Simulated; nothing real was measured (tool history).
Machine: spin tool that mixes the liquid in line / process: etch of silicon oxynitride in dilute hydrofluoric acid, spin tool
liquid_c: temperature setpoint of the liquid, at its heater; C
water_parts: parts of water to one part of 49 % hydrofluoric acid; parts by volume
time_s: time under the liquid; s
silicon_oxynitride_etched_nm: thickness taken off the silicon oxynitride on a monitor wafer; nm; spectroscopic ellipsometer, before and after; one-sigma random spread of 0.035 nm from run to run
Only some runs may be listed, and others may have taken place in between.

{"run": 1, "hour": 0.0, "liquid_c": 21, "water_parts": 85, "time_s": 300, "silicon_oxynitride_etched_nm": 6.1332}
{"run": 2, "hour": 2.0, "liquid_c": 21, "water_parts": 85, "time_s": 325, "silicon_oxynitride_etched_nm": 6.6087}
{"run": 3, "hour": 2.9, "liquid_c": 21, "water_parts": 85, "time_s": 325, "silicon_oxynitride_etched_nm": 6.6962}
{"run": 4, "hour": 12.0, "liquid_c": 20, "water_parts": 85, "time_s": 325, "silicon_oxynitride_etched_nm": 6.3262}
{"run": 5, "hour": 17.0, "liquid_c": 18, "water_parts": 85, "time_s": 325, "silicon_oxynitride_etched_nm": 5.81}
{"run": 6, "hour": 19.4, "liquid_c": 18, "water_parts": 60, "time_s": 325, "silicon_oxynitride_etched_nm": 8.2689}
{"run": 7, "hour": 20.1, "liquid_c": 17.5, "water_parts": 70, "time_s": 325, "silicon_oxynitride_etched_nm": 6.8378}
{"run": 8, "hour": 27.0, "liquid_c": 17.5, "water_parts": 75, "time_s": 325, "silicon_oxynitride_etched_nm": 6.44}

For run 9, what comes out?
{"run": 9, "hour": 28.7, "liquid_c": 17.5, "water_parts": 80, "time_s": 325, "silicon_oxynitride_etched_nm": "?"}

silicon_oxynitride_etched_nm: 5.9794 nm
